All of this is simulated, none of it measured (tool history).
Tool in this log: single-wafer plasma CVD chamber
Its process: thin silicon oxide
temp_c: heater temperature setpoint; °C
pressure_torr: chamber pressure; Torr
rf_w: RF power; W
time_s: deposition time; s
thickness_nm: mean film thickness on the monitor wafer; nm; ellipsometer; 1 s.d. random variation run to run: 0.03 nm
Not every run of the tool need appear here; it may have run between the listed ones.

run,hour,temp_c,pressure_torr,rf_w,time_s,thickness_nm
1,0,405,1,365,4.92,12.683
2,5.2,405,1.03,365,4.92,12.969
3,9.1,397,1.03,365,4.92,13.063
4,14.7,397,0.95,365,4.92,12.161
5,15.6,397,0.99,365,4.92,12.661
# hour 16.4: thermocouple changed; heater temperature recalibrated
6,16.4,397,0.99,365,4.92,12.663
7,21.8,397,1.02,365,4.92,13.007
8,29.2,397,1.04,365,4.92,13.155
9,31.2,397,1.06,365,4.92,13.388
10,32.2,397,1.08,365,4.92,13.585
11,41.2,397,1.1,365,4.92,13.818
12,47.2,397,1.11,365,4.92,13.941
13,47.9,397,1.12,365,4.92,14.022

What does the tool deliver on the next run?
14,55.3,397,1.13,365,4.92,?

Logged for run 14: thickness_nm 14.087 nm.
